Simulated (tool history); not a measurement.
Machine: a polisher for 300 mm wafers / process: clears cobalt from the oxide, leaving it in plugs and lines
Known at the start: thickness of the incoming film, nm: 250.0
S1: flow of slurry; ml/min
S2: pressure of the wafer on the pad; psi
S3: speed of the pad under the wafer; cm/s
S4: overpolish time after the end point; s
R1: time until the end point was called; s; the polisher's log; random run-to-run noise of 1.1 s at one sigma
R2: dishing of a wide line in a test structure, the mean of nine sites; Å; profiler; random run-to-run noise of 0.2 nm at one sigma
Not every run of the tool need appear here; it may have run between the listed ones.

| run | hour | S1 | S2 | S3 | S4 | R1 | R2 |
|---|---|---|---|---|---|---|---|
| 1 | 0.0 | 195 | 1.6 | 92 | 21 | 67.390 | 246.16 |
| 2 | 8.0 | 170 | 1.5 | 92 | 16 | 71.814 | 232.42 |
| 3 | 14.8 | 170 | 1.3 | 92 | 16 | 81.520 | 216.08 |
| 4 | 22.6 | 155 | 1.1 | 102 | 13 | 88.150 | 206.45 |
|  | 24.3 | head pressure recalibrated |
| 5 | 24.3 | 155 | 1.1 | 88 | 13 | 111.230 | 184.82 |
| 6 | 28.2 | 155 | 1.1 | 88 | 6 | 107.730 | 115.78 |
| 7 | 34.6 | 155 | 1.2 | 90 | 7 | 96.892 | 139.28 |
| 8 | 43.1 | 155 | 1.2 | 90 | 7 | 95.703 | 136.57 |
| 9 | 45.2 | 160 | 1.2 | 90 | 7 | 96.847 | 138.85 |

Run 10 has not been measured yet. What should we expect?
| 10 | 54.1 | 170 | 1.2 | 90 | 7 | ? | ? |

{"run 10": {"R1": 97.038, "R2": 142.67}}

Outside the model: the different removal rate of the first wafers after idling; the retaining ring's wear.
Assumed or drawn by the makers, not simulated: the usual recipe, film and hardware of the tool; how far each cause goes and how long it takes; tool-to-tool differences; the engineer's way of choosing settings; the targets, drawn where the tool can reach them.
